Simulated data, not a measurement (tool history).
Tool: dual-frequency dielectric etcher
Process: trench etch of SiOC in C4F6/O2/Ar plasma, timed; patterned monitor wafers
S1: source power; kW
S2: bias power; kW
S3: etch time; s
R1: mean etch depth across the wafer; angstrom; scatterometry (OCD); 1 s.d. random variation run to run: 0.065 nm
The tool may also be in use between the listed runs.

Run 1, hour 0: S1 0.39 kW, S2 0.247 kW, S3 14.5 s. Result: R1 334.12 angstrom.
Run 2, hour 8.2: S1 0.39 kW, S2 0.247 kW, S3 15.5 s. Result: R1 356.73 angstrom.
Run 3, hour 14.7: S1 0.36 kW, S2 0.247 kW, S3 15.5 s. Result: R1 350.1 angstrom.
Run 4, hour 21.2: S1 0.36 kW, S2 0.226 kW, S3 15.5 s. Result: R1 342.5 angstrom.
Run 5, hour 25.1: S1 0.34 kW, S2 0.222 kW, S3 15.5 s. Result: R1 334.29 angstrom.
Run 6, hour 31.9: S1 0.32 kW, S2 0.219 kW, S3 15.5 s. Result: R1 328.09 angstrom.
Run 7, hour 39.2: S1 0.31 kW, S2 0.216 kW, S3 15.5 s. Result: R1 323.64 angstrom.

Expected results for the next run?
Run 8, hour 47.7: S1 0.3 kW, S2 0.214 kW, S3 15.5 s. Result: R1 ?.

Run 8 yielded R1 320.3 angstrom.
